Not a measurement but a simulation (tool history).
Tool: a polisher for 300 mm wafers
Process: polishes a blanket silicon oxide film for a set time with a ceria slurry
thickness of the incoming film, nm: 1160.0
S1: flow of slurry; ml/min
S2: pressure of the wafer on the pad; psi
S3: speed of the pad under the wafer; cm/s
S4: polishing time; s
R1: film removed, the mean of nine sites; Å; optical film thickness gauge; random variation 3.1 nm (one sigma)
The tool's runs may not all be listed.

run  hour   S1   S2  S3  S4      R1
  1     0  270  2.5  82  48  1365.7
  2   5.3  270  2.5  68  48  1159.7
  3   9.2  270  2.7  70  48  1303.1
  4    17  270  2.7  70  48    1285
  5  22.6  320  2.7  70  48  1320.5
  6  28.5  320  2.9  70  48  1415.9
  7  29.3  320  2.9  70  48  1426.2
  8  35.7  320    3  70  48  1459.2
  9  41.7  320  3.1  72  48  1570.5
 10  43.7  320  3.2  72  48  1622.1
 11  44.8  320  3.3  72  48    1630
 12  45.8  320  3.4  74  48  1720.2

Run 13 comes next. What will it give?
 13  54.7  320  3.5  74  48   ?

Run 13 gave R1 1784 Å.
